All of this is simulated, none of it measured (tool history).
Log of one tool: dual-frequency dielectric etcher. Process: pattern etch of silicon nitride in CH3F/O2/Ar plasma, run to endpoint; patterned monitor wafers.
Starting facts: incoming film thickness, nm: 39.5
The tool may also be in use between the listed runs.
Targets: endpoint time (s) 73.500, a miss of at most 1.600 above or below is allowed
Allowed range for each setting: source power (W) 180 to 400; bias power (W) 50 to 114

run	hour	source power (W)	bias power (W)	endpoint time (s)
1	0.0	290	82	64.853
2	3.3	290	68	69.729
3	8.3	250	68	75.462
4	13.4	290	68	69.359
5	15.2	330	68	64.379
6	19.8	380	68	59.740
7	22.5	320	59	69.040
8	31.1	310	59	69.696
9	32.3	270	56	77.133
10	39.0	280	56	75.578

Next run, 4 choices. One meets every target within its allowed miss, the rest don't. Which?
A	45.7	260	69	?
B	45.7	260	59	?
C	45.7	270	51	?
D	45.7	260	50	?

move	endpoint time (s)
A	72.937
B	76.914
C	78.842
D	81.178
A: meets every target
B: lands further from the targets than the last run did
C: lands further from the targets than the last run did
D: lands further from the targets than the last run did
Go with A: it meets all targets.
